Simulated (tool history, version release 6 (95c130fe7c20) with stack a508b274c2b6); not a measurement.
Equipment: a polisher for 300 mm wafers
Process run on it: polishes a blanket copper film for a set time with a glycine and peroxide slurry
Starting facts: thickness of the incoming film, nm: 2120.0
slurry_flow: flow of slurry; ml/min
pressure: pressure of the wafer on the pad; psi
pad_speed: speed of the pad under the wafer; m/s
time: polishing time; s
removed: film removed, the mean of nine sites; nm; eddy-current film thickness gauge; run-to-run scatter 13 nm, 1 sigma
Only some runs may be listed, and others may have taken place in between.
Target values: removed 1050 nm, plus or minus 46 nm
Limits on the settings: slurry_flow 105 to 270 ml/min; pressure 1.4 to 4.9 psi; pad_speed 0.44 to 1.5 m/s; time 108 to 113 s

run  hour  slurry_flow  pressure  pad_speed  time  removed
  1     0          175       3.1       0.96   108   601.89
  2   3.6          175       2.4       0.96   108   491.71
  3   5.3          175       2.9       0.98   108   565.82
  4   7.8          175       3.3          1   108   647.07
  5   8.7          175       3.6       1.02   108   718.44
  6  13.3          175       3.9       1.02   108   765.08
  7  21.8          175       4.1       1.04   108   806.76
  8    24          175       4.1       1.04   108   808.67
  9  29.5          175       4.3       1.06   108   865.66
 10    37          175       4.4       1.06   108   889.63
 11  42.2          175       4.5       1.06   108   903.31
 12  44.7          175       4.6       1.08   108   928.09

5 next moves are on the table. One of them brings every result within its allowed miss. Which?
  A  47.2          165       4.4       1.32   108        ?
  B  47.2          190       4.6       0.96   113        ?
  C  47.2          155       3.9       1.18   111        ?
  D  47.2          165       4.9       1.24   113        ?
  E  47.2          180       4.9          1   109        ?

move  removed
   A   1081.5
   B   896.83
   C   896.93
   D   1178.9
   E   944.09
A: each result inside its tolerance
B: misses by more than the last run did
C: misses by more than the last run did
D: takes the result that was furthest off past its target
E: an improvement on the last run, though not all results are within tolerance
A is the move that brings every result within its allowed miss.
